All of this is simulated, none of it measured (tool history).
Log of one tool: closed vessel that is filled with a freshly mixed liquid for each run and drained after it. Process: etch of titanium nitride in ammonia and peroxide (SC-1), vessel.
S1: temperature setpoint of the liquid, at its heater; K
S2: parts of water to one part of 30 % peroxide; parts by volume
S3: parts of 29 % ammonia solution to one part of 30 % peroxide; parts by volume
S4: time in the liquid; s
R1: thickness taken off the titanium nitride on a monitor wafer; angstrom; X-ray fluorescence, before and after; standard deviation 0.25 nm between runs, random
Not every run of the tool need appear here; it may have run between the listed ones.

| run | day | S1 | S2 | S3 | S4 | R1 |
|---|---|---|---|---|---|---|
| 1 | 0 | 328.15 | 9.5 | 0.45 | 100 | 165.44 |
| 2 | 0.208 | 329.65 | 9.5 | 0.45 | 100 | 177.4 |
| 3 | 0.333 | 329.65 | 9.5 | 0.35 | 100 | 173.63 |
| 4 | 0.533 | 330.65 | 9.5 | 0.35 | 100 | 182.49 |
| 5 | 0.708 | 331.65 | 9.5 | 0.35 | 100 | 199.14 |
| 6 | 0.9 | 332.65 | 9.5 | 0.35 | 100 | 210.09 |
| 7 | 1.129 | 333.15 | 9.5 | 0.35 | 100 | 218.14 |
| 8 | 1.442 | 333.65 | 9.5 | 0.35 | 100 | 226.02 |

Run 9 is up next; what results do you expect?
| 9 | 1.717 | 334.15 | 9.5 | 0.35 | 100 | ? |

{"run 9": {"R1": 230.2}}
